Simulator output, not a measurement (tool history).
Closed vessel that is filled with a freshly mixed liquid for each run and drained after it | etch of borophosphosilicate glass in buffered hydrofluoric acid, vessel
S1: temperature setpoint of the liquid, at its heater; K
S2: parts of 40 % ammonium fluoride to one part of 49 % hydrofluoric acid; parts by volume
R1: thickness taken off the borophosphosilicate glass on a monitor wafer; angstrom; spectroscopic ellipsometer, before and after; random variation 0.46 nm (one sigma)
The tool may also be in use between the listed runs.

run 1 hour=0 | S1=296.15 S2=15 time_in_the_liquid_(s)=30 | R1=220.94
run 2 hour=5.4 | S1=296.15 S2=17.5 time_in_the_liquid_(s)=30 | R1=191.94
run 3 hour=7.5 | S1=298.15 S2=14.5 time_in_the_liquid_(s)=30 | R1=254.98
run 4 hour=16.2 | S1=298.15 S2=11 time_in_the_liquid_(s)=30 | R1=334.21
-- hour=21.4 hydrofluoric acid flow meter replaced
run 5 hour=21.4 | S1=294.65 S2=11 time_in_the_liquid_(s)=30 | R1=306.26
run 6 hour=27.3 | S1=296.65 S2=9.5 time_in_the_liquid_(s)=30 | R1=387.39
run 7 hour=31.4 | S1=298.65 S2=9 time_in_the_liquid_(s)=30 | R1=445.51

Forecast run 8:
run 8 hour=38.1 | S1=299.65 S2=9 time_in_the_liquid_(s)=30 | R1=?

{"run 8": {"R1": 475.52}}

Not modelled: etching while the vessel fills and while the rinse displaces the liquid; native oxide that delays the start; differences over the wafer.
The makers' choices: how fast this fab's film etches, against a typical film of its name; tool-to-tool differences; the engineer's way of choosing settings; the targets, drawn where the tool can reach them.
